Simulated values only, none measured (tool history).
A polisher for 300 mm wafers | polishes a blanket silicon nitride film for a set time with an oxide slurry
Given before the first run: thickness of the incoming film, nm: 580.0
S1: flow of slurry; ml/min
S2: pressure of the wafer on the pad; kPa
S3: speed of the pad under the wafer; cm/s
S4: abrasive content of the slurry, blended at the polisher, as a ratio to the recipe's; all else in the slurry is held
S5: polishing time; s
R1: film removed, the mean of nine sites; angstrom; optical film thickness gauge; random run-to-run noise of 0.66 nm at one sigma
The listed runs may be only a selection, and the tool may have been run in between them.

run	hour	S1	S2	S3	S4	S5	R1
1	0	215	27.6	108	1	55	368.24
2	7.8	180	27.6	108	1	55	359.76
3	9.3	180	29	108	1	55	385.14
4	12.5	180	30.3	108	1	55	402.63
5	13.9	180	30.3	108	1	50	353.49
6	16.4	180	30.3	108	0.9	50	332.03
7	19.4	180	32.4	110	0.9	50	365.9

What does the tool deliver on the next run?
8	26.8	180	33.8	110	0.9	50	?

{"run 8": {"R1": 378.13}}
